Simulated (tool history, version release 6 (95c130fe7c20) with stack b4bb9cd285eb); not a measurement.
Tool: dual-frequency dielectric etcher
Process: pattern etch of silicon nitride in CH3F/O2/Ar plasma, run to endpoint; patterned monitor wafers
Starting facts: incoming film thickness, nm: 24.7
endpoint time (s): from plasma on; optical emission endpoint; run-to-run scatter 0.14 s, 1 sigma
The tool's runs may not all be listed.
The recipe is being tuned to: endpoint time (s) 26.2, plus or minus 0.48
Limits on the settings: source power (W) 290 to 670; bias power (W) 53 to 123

| run | hour | source power (W) | bias power (W) | endpoint time (s) |
|---|---|---|---|---|
| 1 | 0 | 480 | 88 | 32.289 |
| 2 | 3.6 | 410 | 88 | 33.829 |
| 3 | 8.7 | 410 | 95 | 32.608 |
| 4 | 17.2 | 460 | 98 | 30.918 |
| 5 | 20.9 | 490 | 98 | 30.234 |
| 6 | 21.8 | 490 | 111 | 28.582 |
| 7 | 29.6 | 510 | 112 | 27.837 |
| 8 | 35.7 | 510 | 112 | 28.127 |
| 9 | 40.1 | 530 | 113 | 27.472 |
| 10 | 41.5 | 540 | 113 | 27.478 |
| 11 | 50.1 | 550 | 114 | 26.998 |
| 12 | 57.5 | 560 | 114 | 27.052 |
| 13 | 63.5 | 570 | 114 | 27.002 |
| 14 | 71.1 | 570 | 114 | 26.774 |
| 15 | 71.8 | 580 | 114 | 26.707 |

Next run, 4 choices. One meets every target within its allowed miss, the rest don't. Which?
| A | 72.5 | 540 | 113 | ? |
| B | 72.5 | 660 | 116 | ? |
| C | 72.5 | 550 | 121 | ? |
| D | 72.5 | 610 | 123 | ? |

| move | endpoint time (s) |
|---|---|
| A | 27.465 |
| B | 25.535 |
| C | 26.351 |
| D | 25.351 |
A: moves away from the targets compared with the last run
B: pushes the last run's worst result past its target
C: all results in spec
D: pushes the last run's worst result past its target
Go with C: it meets all targets.
